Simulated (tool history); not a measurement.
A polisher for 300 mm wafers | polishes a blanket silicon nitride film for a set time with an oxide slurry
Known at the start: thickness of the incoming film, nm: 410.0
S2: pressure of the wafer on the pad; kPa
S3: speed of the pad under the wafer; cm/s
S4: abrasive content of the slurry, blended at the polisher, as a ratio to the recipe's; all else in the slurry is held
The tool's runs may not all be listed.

Run 1, hour 0.0: flow of slurry (ml/min) 310, S2 20.0 kPa, S3 118 cm/s, S4 1.0, polishing time (s) 105. Result: film removed (nm) 64.228.
Run 2, hour 1.3: flow of slurry (ml/min) 310, S2 21.4 kPa, S3 118 cm/s, S4 1.0, polishing time (s) 105. Result: film removed (nm) 66.767.
Run 3, hour 5.0: flow of slurry (ml/min) 310, S2 23.4 kPa, S3 120 cm/s, S4 1.0, polishing time (s) 105. Result: film removed (nm) 72.055.
Run 4, hour 9.6: flow of slurry (ml/min) 310, S2 23.4 kPa, S3 120 cm/s, S4 1.1, polishing time (s) 105. Result: film removed (nm) 77.790.
Run 5, hour 17.2: flow of slurry (ml/min) 310, S2 23.4 kPa, S3 106 cm/s, S4 1.1, polishing time (s) 105. Result: film removed (nm) 69.949.
Run 6, hour 24.1: flow of slurry (ml/min) 310, S2 23.4 kPa, S3 92 cm/s, S4 1.1, polishing time (s) 105. Result: film removed (nm) 65.233.
Run 7, hour 26.9: flow of slurry (ml/min) 310, S2 25.5 kPa, S3 94 cm/s, S4 1.1, polishing time (s) 105. Result: film removed (nm) 70.883.

The next listed run, before its measurement:
Run 8, hour 35.2: flow of slurry (ml/min) 310, S2 26.9 kPa, S3 96 cm/s, S4 1.1, polishing time (s) 105. Result: film removed (nm) ?.

{"run 8": {"film removed (nm)": 75.083}}
